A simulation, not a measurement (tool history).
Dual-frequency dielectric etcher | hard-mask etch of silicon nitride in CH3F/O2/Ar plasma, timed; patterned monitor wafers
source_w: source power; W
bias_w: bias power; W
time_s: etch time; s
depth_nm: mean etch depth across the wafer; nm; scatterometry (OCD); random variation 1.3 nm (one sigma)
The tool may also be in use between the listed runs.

run,hour,source_w,bias_w,time_s,depth_nm
1,0,300,53,311,163.55
2,0.7,330,56,312.5,175.91
3,2.1,350,57,312.5,182.1
4,4.8,400,57,312.5,188.99
5,10,410,59,313,197.47
6,12.4,410,54,313,187.49

Run 7 comes next. What will it give?
7,16.3,410,56,313.5,?

{"run 7": {"depth_nm": 189.08}}

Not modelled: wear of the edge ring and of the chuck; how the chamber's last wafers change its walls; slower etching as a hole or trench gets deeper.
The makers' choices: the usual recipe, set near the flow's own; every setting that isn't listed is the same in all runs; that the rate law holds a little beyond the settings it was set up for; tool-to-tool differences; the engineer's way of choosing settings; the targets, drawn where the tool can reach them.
